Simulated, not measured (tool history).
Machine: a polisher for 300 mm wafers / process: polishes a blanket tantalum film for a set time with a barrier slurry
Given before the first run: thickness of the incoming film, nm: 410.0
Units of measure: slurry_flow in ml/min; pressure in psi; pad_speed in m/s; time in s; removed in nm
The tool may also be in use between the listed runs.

{"run": 1, "day": 0.0, "slurry_flow": 310, "pressure": 2.2, "pad_speed": 1.22, "slurry_solids": 1.0, "time": 44, "removed": 104.14}
{"run": 2, "day": 0.067, "slurry_flow": 385, "pressure": 2.2, "pad_speed": 1.22, "slurry_solids": 1.0, "time": 44, "removed": 105.31}
{"run": 3, "day": 0.388, "slurry_flow": 385, "pressure": 2.0, "pad_speed": 1.22, "slurry_solids": 1.0, "time": 44, "removed": 97.341}
{"run": 4, "day": 0.417, "slurry_flow": 385, "pressure": 1.9, "pad_speed": 1.22, "slurry_solids": 1.0, "time": 44, "removed": 92.719}
{"run": 5, "day": 0.633, "slurry_flow": 340, "pressure": 1.9, "pad_speed": 1.22, "slurry_solids": 1.0, "time": 44, "removed": 90.515}
{"run": 6, "day": 0.675, "slurry_flow": 340, "pressure": 1.9, "pad_speed": 1.22, "slurry_solids": 0.9, "time": 44, "removed": 88.162}
{"run": 7, "day": 0.933, "slurry_flow": 340, "pressure": 1.8, "pad_speed": 1.22, "slurry_solids": 0.9, "time": 44, "removed": 82.045}

Run 8, settings as shown, results not yet in. Your forecast:
{"run": 8, "day": 1.1, "slurry_flow": 340, "pressure": 1.4, "pad_speed": 1.2, "slurry_solids": 0.9, "time": 44, "removed": "?"}

{"run 8": {"removed": 65.065}}
